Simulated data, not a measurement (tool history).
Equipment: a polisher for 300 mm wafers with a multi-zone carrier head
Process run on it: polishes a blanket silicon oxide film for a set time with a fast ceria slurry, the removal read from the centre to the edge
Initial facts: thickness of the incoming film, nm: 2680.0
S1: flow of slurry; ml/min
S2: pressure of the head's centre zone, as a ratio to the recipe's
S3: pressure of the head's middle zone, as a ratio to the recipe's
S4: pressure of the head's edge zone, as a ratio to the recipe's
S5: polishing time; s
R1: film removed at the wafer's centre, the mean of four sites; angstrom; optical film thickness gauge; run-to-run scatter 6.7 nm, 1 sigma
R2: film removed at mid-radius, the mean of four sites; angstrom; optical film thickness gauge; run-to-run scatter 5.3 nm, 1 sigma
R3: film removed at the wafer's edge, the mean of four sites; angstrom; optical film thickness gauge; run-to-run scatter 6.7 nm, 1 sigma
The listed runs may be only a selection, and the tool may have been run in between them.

Run 1, hour 0.0: S1 245 ml/min, S2 1.00, S3 1.00, S4 1.00, S5 82 s. Result: R1 7128.4 angstrom, R2 7248.3 angstrom, R3 6835.1 angstrom.
Run 2, hour 6.1: S1 240 ml/min, S2 1.00, S3 0.98, S4 1.02, S5 83 s. Result: R1 7359.1 angstrom, R2 7124.9 angstrom, R3 7002.3 angstrom.
Run 3, hour 8.6: S1 240 ml/min, S2 1.00, S3 0.98, S4 1.10, S5 83 s. Result: R1 7296.2 angstrom, R2 7273.5 angstrom, R3 7157.4 angstrom.
Run 4, hour 16.5: S1 240 ml/min, S2 0.95, S3 0.98, S4 1.10, S5 83 s. Result: R1 6886.6 angstrom, R2 7231.6 angstrom, R3 7281.8 angstrom.
Run 5, hour 17.8: S1 235 ml/min, S2 0.95, S3 0.96, S4 1.11, S5 84 s. Result: R1 7009.0 angstrom, R2 7114.4 angstrom, R3 7385.2 angstrom.
Run 6, hour 26.4: S1 235 ml/min, S2 0.95, S3 0.96, S4 1.11, S5 68 s. Result: R1 5692.2 angstrom, R2 5732.3 angstrom, R3 5888.8 angstrom.
Run 7, hour 28.9: S1 235 ml/min, S2 0.95, S3 0.94, S4 1.12, S5 70 s. Result: R1 5876.6 angstrom, R2 5866.7 angstrom, R3 6066.7 angstrom.

Run 8, settings as shown, results not yet in. Your forecast:
Run 8, hour 35.5: S1 225 ml/min, S2 0.95, S3 0.92, S4 1.13, S5 72 s. Result: R1 ?, R2 ?, R3 ?.

{"run 8": {"R1": 5996.1, "R2": 5787.3, "R3": 6359.8}}
